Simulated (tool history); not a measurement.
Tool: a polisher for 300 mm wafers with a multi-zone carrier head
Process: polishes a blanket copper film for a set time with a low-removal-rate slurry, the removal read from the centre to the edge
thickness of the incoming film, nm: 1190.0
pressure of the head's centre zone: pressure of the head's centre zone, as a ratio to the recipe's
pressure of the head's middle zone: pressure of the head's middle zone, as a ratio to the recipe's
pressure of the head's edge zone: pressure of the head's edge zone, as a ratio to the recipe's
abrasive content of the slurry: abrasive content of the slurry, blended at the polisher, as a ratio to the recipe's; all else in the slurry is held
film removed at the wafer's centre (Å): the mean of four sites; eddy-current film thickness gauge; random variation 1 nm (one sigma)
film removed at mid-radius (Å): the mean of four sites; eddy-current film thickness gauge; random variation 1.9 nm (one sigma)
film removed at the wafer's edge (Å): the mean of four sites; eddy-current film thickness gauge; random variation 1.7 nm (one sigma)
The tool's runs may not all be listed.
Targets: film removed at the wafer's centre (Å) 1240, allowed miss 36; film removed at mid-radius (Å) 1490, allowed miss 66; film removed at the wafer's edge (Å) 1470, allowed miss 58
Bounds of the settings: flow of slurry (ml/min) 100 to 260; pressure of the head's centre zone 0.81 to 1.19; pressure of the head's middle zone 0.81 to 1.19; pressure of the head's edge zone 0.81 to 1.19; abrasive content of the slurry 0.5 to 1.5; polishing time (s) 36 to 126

run  hour  flow of slurry (ml/min)  pressure of the head's centre zone  pressure of the head's middle zone  pressure of the head's edge zone  abrasive content of the slurry  polishing time (s)  film removed at the wafer's centre (Å)  film removed at mid-radius (Å)  film removed at the wafer's edge (Å)
  1     0                      165                                   1                                   1                                 1                               1                  81                                  2408.7                          2330.8                                2322.2
  2   2.4                      150                                0.95                                   1                              0.99                             0.9                  74                                  1979.2                          2066.6                                1996.7
  3     6                      150                                0.95                                1.03                              0.99                             0.9                  74                                    1938                          2156.3                                  2012
  4    13                      140                                0.91                                   1                                 1                             0.8                  70                                  1691.7                          1870.2                                1824.5
  5  16.4                      130                                0.88                                0.99                              0.99                             0.7                  69                                    1536                          1770.9                                1744.2
  6  17.2                      125                                0.87                                0.98                              0.97                            0.65                  68                                  1488.7                          1684.2                                1699.9
  7  25.9                      125                                0.86                                0.98                              0.96                             0.6                  66                                  1376.5                          1594.9                                1609.8
  8    29                      125                                0.85                                0.98                              0.93                             0.6                  66                                  1357.4                          1607.9                                1554.2
  9  29.9                      120                                0.84                                0.97                              0.92                             0.6                  66                                  1340.7                          1631.1                                1583.2
 10  32.9                      120                                0.84                                0.96                              0.91                            0.55                  65                                  1287.2                          1507.4                                1485.1

5 next moves are on the table. One of them brings every result within its allowed miss. Which?
  A  35.9                      180                                0.89                                0.91                              0.96                             0.7                  55                                       ?                               ?                                     ?
  B  35.9                      120                                0.83                                0.98                              0.95                             0.5                  64                                       ?                               ?                                     ?
  C  35.9                      130                                0.86                                0.95                              0.91                            0.55                  64                                       ?                               ?                                     ?
  D  35.9                      100                                0.91                                0.99                              0.94                             0.5                  67                                       ?                               ?                                     ?
  E  35.9                      150                                0.88                                0.81                              0.93                             0.5                  62                                       ?                               ?                                     ?

move  film removed at the wafer's centre (Å)  film removed at mid-radius (Å)  film removed at the wafer's edge (Å)
   A                                    1325                          1428.5                                  1456
   B                                  1215.1                          1501.1                                1478.5
   C                                  1314.3                          1526.8                                1498.9
   D                                  1307.1                          1494.9                                1481.5
   E                                  1327.3                          1340.4                                1476.6
A: further off than the last run
B: meets every target
C: further off than the last run
D: further off than the last run
E: further off than the last run
Answer: B

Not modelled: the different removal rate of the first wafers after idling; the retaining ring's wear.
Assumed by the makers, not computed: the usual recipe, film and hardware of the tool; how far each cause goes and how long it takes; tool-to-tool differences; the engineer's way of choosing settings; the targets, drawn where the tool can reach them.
